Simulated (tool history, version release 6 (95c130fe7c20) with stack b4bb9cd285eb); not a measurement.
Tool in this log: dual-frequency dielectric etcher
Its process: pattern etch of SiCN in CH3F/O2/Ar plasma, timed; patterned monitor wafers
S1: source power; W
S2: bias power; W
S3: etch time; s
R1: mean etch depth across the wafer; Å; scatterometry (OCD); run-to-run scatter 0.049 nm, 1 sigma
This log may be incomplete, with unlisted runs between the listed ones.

run,day,S1,S2,S3,R1
1,0,390,62,52,201.48
2,0.146,390,62,48,185.48
3,0.304,450,62,48,198.48
4,0.55,450,62,52,215.16
5,0.7,380,61,52,197.32
6,0.729,330,59,52,182.42

What will run 7 give?
7,0.812,330,59,52,?

Run 7 came out at R1 181.16 Å.

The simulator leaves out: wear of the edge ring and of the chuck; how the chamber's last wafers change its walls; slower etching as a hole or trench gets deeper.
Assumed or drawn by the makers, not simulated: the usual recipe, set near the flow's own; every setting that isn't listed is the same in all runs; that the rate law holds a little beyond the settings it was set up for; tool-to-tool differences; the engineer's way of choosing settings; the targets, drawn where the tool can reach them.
